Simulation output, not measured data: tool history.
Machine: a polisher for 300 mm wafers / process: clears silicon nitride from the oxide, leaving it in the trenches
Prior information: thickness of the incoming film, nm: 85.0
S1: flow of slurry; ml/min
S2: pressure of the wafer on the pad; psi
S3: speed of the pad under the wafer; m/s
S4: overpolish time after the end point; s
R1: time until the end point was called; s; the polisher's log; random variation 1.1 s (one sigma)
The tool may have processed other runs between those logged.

| run | day | S1 | S2 | S3 | S4 | R1 |
|---|---|---|---|---|---|---|
| 1 | 0.000 | 125 | 2.5 | 0.80 | 6 | 119.050 |
| 2 | 0.329 | 130 | 2.6 | 0.80 | 6 | 117.390 |
| 3 | 0.442 | 130 | 3.1 | 0.80 | 6 | 102.950 |
| 4 | 0.725 | 130 | 3.1 | 0.80 | 6 | 98.018 |
| 5 | 1.038 | 130 | 2.8 | 0.80 | 6 | 109.810 |
| 6 | 1.342 | 130 | 2.8 | 0.66 | 6 | 126.640 |
| 7 | 1.700 | 130 | 3.0 | 0.66 | 6 | 120.760 |
| 8 | 1.888 | 130 | 3.2 | 0.66 | 6 | 113.520 |
| 9 | 1.921 | 130 | 3.3 | 0.66 | 6 | 110.860 |

Run 10 comes next. What will it give?
| 10 | 2.108 | 130 | 3.4 | 0.66 | 6 | ? |

R1: 107.330 s
